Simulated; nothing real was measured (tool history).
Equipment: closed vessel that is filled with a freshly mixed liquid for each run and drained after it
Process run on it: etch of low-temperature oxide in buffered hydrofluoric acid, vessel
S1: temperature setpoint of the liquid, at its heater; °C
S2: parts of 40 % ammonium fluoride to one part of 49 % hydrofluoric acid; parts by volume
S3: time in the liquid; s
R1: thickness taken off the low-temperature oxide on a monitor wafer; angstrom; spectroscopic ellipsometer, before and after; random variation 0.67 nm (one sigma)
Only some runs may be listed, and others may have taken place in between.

run 1 hour=0.0 | S1=25.0 S2=14.0 S3=100 | R1=1499.6
run 2 hour=4.5 | S1=25.0 S2=14.0 S3=110 | R1=1653.5
run 3 hour=8.5 | S1=23.5 S2=14.5 S3=110 | R1=1476.6
run 4 hour=16.8 | S1=22.5 S2=15.0 S3=110 | R1=1347.8
run 5 hour=19.1 | S1=21.5 S2=15.5 S3=110 | R1=1226.8
run 6 hour=23.1 | S1=23.0 S2=15.5 S3=110 | R1=1328.1
run 7 hour=30.1 | S1=22.0 S2=15.5 S3=110 | R1=1267.1

Predict the results of run 8:
run 8 hour=31.6 | S1=21.0 S2=16.0 S3=110 | R1=?

{"run 8": {"R1": 1165.3}}
